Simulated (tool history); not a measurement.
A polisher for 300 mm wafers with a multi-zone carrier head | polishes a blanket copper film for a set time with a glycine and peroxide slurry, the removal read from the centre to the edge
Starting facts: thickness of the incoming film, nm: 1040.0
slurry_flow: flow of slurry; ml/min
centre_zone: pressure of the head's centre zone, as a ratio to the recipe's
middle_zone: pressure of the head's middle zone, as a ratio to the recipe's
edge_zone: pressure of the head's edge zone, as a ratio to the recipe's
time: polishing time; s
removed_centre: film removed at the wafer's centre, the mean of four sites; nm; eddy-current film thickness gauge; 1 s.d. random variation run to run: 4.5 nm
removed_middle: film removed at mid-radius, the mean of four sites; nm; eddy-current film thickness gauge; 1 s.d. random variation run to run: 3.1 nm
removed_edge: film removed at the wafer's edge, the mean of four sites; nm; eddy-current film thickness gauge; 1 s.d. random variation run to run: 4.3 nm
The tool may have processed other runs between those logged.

run,hour,slurry_flow,centre_zone,middle_zone,edge_zone,time,removed_centre,removed_middle,removed_edge
1,0.0,150,1.00,1.00,1.00,58,438.67,420.53,424.08
2,2.8,155,1.00,1.01,1.00,58,435.17,428.25,433.89
3,8.3,185,1.00,1.01,1.00,58,446.27,434.26,440.32
4,10.8,185,1.00,1.02,1.00,58,447.65,438.20,436.57
5,11.9,185,1.00,1.10,1.00,58,443.67,472.78,433.16
6,18.4,185,1.00,1.10,1.00,70,537.45,568.82,522.82
7,21.6,180,0.99,1.09,0.98,70,524.82,557.35,522.38
8,22.5,175,0.99,1.09,0.97,69,516.78,552.67,516.47

Run 9 has not been measured yet. What should we expect?
9,26.3,175,0.99,1.09,0.97,68,?,?,?

removed_centre: 523.37 nm
removed_middle: 546.31 nm
removed_edge: 502.43 nm
